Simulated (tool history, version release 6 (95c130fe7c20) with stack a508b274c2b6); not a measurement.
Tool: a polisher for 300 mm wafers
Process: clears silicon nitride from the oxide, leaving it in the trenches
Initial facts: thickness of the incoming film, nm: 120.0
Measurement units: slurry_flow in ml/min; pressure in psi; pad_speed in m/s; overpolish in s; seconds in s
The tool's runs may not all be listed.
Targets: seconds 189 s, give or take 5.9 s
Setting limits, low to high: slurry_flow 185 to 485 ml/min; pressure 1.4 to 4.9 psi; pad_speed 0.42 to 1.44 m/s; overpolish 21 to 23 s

{"run": 1, "hour": 0.0, "slurry_flow": 310, "pressure": 3.1, "pad_speed": 0.92, "overpolish": 21, "seconds": 119.22}
{"run": 2, "hour": 2.4, "slurry_flow": 310, "pressure": 2.7, "pad_speed": 0.92, "overpolish": 21, "seconds": 135.3}
{"run": 3, "hour": 3.8, "slurry_flow": 310, "pressure": 2.7, "pad_speed": 0.78, "overpolish": 21, "seconds": 156.08}
{"run": 4, "hour": 10.3, "slurry_flow": 310, "pressure": 2.3, "pad_speed": 0.78, "overpolish": 21, "seconds": 182.71}
{"run": 5, "hour": 16.8, "slurry_flow": 310, "pressure": 2.3, "pad_speed": 0.92, "overpolish": 21, "seconds": 155.2}
{"run": 6, "hour": 21.7, "slurry_flow": 355, "pressure": 2.3, "pad_speed": 0.92, "overpolish": 21, "seconds": 156.7}
{"run": 7, "hour": 28.9, "slurry_flow": 355, "pressure": 1.6, "pad_speed": 0.92, "overpolish": 21, "seconds": 218.8}
{"run": 8, "hour": 30.9, "slurry_flow": 355, "pressure": 1.6, "pad_speed": 0.92, "overpolish": 21, "seconds": 219.61}
{"run": 9, "hour": 35.7, "slurry_flow": 355, "pressure": 1.7, "pad_speed": 0.92, "overpolish": 21, "seconds": 207.24}
{"run": 10, "hour": 42.5, "slurry_flow": 355, "pressure": 1.8, "pad_speed": 0.92, "overpolish": 21, "seconds": 193.81}

Consider the 4 candidate settings below. Which is the only one whose results all fall within their allowed miss of target?
{"run": "A", "hour": 49.3, "slurry_flow": 350, "pressure": 1.9, "pad_speed": 0.84, "overpolish": 23, "seconds": "?"}
{"run": "B", "hour": 49.3, "slurry_flow": 385, "pressure": 1.6, "pad_speed": 1.06, "overpolish": 21, "seconds": "?"}
{"run": "C", "hour": 49.3, "slurry_flow": 305, "pressure": 1.9, "pad_speed": 0.84, "overpolish": 21, "seconds": "?"}
{"run": "D", "hour": 49.3, "slurry_flow": 415, "pressure": 1.9, "pad_speed": 0.84, "overpolish": 23, "seconds": "?"}

move=A seconds=203.35
move=B seconds=191.35
move=C seconds=205.8
move=D seconds=200.8
A: its largest miss is bigger than the last run's
B: hits every target within its allowed miss
C: its largest miss is bigger than the last run's
D: its largest miss is bigger than the last run's
Correct choice: B, which meets every target
